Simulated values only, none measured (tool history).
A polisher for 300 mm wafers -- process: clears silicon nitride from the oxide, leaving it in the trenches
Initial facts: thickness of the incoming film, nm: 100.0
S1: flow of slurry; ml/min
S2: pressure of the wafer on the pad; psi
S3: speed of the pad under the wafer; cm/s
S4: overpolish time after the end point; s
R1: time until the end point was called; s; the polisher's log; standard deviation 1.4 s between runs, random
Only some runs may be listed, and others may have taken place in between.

Run 1, hour 0: S1 175 ml/min, S2 1.9 psi, S3 94 cm/s, S4 17 s. Result: R1 183.44 s.
Run 2, hour 4.5: S1 180 ml/min, S2 2 psi, S3 94 cm/s, S4 17 s. Result: R1 175.73 s.
Run 3, hour 11.8: S1 180 ml/min, S2 2.1 psi, S3 94 cm/s, S4 17 s. Result: R1 164.9 s.
Run 4, hour 18.8: S1 185 ml/min, S2 2.1 psi, S3 94 cm/s, S4 17 s. Result: R1 169.95 s.
Run 5, hour 19.9: S1 220 ml/min, S2 2.1 psi, S3 94 cm/s, S4 17 s. Result: R1 165.56 s.
At hour 28: worn pad replaced by a new one.
Run 6, hour 28: S1 205 ml/min, S2 2.1 psi, S3 94 cm/s, S4 17 s. Result: R1 155.38 s.
Run 7, hour 34.1: S1 210 ml/min, S2 2.1 psi, S3 94 cm/s, S4 17 s. Result: R1 158.12 s.

Run 8 has not been measured yet. What should we expect?
Run 8, hour 37.4: S1 215 ml/min, S2 2.1 psi, S3 94 cm/s, S4 17 s. Result: R1 ?.

R1: 155.07 s
